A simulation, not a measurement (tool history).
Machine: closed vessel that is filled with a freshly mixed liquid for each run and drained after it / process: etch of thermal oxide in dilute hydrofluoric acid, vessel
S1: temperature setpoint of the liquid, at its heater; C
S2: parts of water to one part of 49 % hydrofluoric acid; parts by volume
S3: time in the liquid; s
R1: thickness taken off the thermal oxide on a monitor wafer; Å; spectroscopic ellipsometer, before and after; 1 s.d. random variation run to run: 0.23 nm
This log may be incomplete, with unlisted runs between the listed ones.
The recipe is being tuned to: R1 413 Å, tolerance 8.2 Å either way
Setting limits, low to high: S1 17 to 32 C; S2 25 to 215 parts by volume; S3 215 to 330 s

{"run": 1, "hour": 0.0, "S1": 24, "S2": 120, "S3": 330, "R1": 131.38}
{"run": 2, "hour": 5.9, "S1": 21.5, "S2": 120, "S3": 330, "R1": 118.99}
{"run": 3, "hour": 7.3, "S1": 24.5, "S2": 120, "S3": 330, "R1": 132.96}
{"run": 4, "hour": 8.9, "S1": 26, "S2": 105, "S3": 330, "R1": 166.86}
{"run": 5, "hour": 14.4, "S1": 26, "S2": 105, "S3": 215, "R1": 107.1}
{"run": 6, "hour": 16.4, "S1": 26, "S2": 105, "S3": 330, "R1": 164.61}
{"run": 7, "hour": 17.0, "S1": 27, "S2": 95, "S3": 330, "R1": 191.16}
{"run": 8, "hour": 23.6, "S1": 28, "S2": 85, "S3": 330, "R1": 224.12}
{"run": 9, "hour": 28.6, "S1": 28.5, "S2": 80, "S3": 330, "R1": 246.61}
{"run": 10, "hour": 35.8, "S1": 32, "S2": 40, "S3": 330, "R1": 600.68}
{"run": 11, "hour": 41.8, "S1": 31, "S2": 40, "S3": 330, "R1": 582.65}
{"run": 12, "hour": 45.5, "S1": 30, "S2": 40, "S3": 330, "R1": 554.17}

4 candidate next runs follow, results not yet known. Just one meets every target within its allowed miss. Identify it.
{"run": "A", "hour": 49.2, "S1": 29.5, "S2": 25, "S3": 285, "R1": "?"}
{"run": "B", "hour": 49.2, "S1": 30, "S2": 60, "S3": 330, "R1": "?"}
{"run": "C", "hour": 49.2, "S1": 31.5, "S2": 60, "S3": 315, "R1": "?"}
{"run": "D", "hour": 49.2, "S1": 28, "S2": 35, "S3": 230, "R1": "?"}

move=A R1=768.33
move=B R1=358.21
move=C R1=362.33
move=D R1=410.52
A: its largest miss is bigger than the last run's
B: takes the biggest miss from the last run beyond its target
C: takes the biggest miss from the last run beyond its target
D: each result inside its tolerance
D is the move that brings every result within its allowed miss.
